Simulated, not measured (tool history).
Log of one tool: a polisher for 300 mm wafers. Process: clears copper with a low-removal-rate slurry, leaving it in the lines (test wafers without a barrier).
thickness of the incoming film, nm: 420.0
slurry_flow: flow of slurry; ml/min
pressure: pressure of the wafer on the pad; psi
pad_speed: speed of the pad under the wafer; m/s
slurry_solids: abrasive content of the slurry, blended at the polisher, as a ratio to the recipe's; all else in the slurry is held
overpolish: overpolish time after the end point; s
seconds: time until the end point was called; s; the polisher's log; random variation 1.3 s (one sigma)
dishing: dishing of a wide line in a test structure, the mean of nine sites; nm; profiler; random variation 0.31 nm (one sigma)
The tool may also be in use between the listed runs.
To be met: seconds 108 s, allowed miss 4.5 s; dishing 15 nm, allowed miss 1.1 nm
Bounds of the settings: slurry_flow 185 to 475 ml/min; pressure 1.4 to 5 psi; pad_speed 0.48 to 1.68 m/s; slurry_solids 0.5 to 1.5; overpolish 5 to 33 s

run	day	slurry_flow	pressure	pad_speed	slurry_solids	overpolish	seconds	dishing
1	0	305	3.2	1.08	1	17	120.99	39.778
2	0.342	305	3.2	1.08	0.8	17	126.9	39.593
3	0.496	305	3.1	1.1	0.9	16	126.71	38.932
4	0.525	305	3.1	1.1	1.05	16	121.08	39.203
5	0.896	290	3.3	1.04	1.1	15	118.02	35.782
6	1.042	280	3.5	0.98	1.15	14	123.09	35.031
7	1.075	300	3.3	1.02	1.2	13	120.09	32.471
8	1.383	300	3.3	1.02	1.2	13	122.72	31.957
9	1.471	320	3.2	1.04	1.25	12	122.95	29.607
10	1.829	335	3.1	1.08	1.3	11	121.39	28.02
11	1.871	350	3	1.12	1.3	10	119.02	25.477
12	1.996	365	2.9	1.16	1.3	9	121.11	23.62
13	2.133	375	2.8	1.2	1.3	9	124	23.055
14	2.508	385	2.7	1.26	1.3	9	121	23.24

Which of these 4 next moves meets every target?
A	2.883	410	2.8	1.4	1.3	19	?	?
B	2.883	300	2.5	1.54	1.3	12	?	?
C	2.883	345	2.7	1.58	1.2	11	?	?
D	2.883	370	2.5	1.54	1.5	5	?	?

move	seconds	dishing
A	105.15	49.496
B	109.85	32.396
C	100.49	32.557
D	105.77	15.15
A: further off than the last run
B: further off than the last run
C: further off than the last run
D: meets every target
Move D is the one to make.
